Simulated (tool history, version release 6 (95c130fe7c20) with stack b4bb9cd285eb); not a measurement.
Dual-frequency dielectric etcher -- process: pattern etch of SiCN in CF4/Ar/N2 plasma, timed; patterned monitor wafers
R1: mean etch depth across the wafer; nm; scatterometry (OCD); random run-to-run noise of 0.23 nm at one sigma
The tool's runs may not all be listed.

run 1 day=0 | source_power_(W)=590 bias_power_(W)=70 Ar_flow_(sccm)=80 CF4_flow_(sccm)=80 etch_time_(s)=60.5 | R1=71.482
run 2 day=0.162 | source_power_(W)=540 bias_power_(W)=70 Ar_flow_(sccm)=80 CF4_flow_(sccm)=80 etch_time_(s)=60.5 | R1=66.24
run 3 day=0.4 | source_power_(W)=500 bias_power_(W)=70 Ar_flow_(sccm)=80 CF4_flow_(sccm)=80 etch_time_(s)=60.5 | R1=62.69
run 4 day=0.638 | source_power_(W)=500 bias_power_(W)=81 Ar_flow_(sccm)=80 CF4_flow_(sccm)=80 etch_time_(s)=60.5 | R1=65.924
run 5 day=0.75 | source_power_(W)=500 bias_power_(W)=91 Ar_flow_(sccm)=80 CF4_flow_(sccm)=80 etch_time_(s)=60.5 | R1=69.209
run 6 day=0.867 | source_power_(W)=500 bias_power_(W)=99 Ar_flow_(sccm)=80 CF4_flow_(sccm)=80 etch_time_(s)=60.5 | R1=70.838
run 7 day=0.979 | source_power_(W)=470 bias_power_(W)=93 Ar_flow_(sccm)=82 CF4_flow_(sccm)=79 etch_time_(s)=60.5 | R1=65.017
run 8 day=1.092 | source_power_(W)=450 bias_power_(W)=90 Ar_flow_(sccm)=83 CF4_flow_(sccm)=79 etch_time_(s)=60.5 | R1=62.888

The next listed run, before its measurement:
run 9 day=1.271 | source_power_(W)=430 bias_power_(W)=87 Ar_flow_(sccm)=84 CF4_flow_(sccm)=79 etch_time_(s)=60.5 | R1=?

{"run 9": {"R1": 59.509}}

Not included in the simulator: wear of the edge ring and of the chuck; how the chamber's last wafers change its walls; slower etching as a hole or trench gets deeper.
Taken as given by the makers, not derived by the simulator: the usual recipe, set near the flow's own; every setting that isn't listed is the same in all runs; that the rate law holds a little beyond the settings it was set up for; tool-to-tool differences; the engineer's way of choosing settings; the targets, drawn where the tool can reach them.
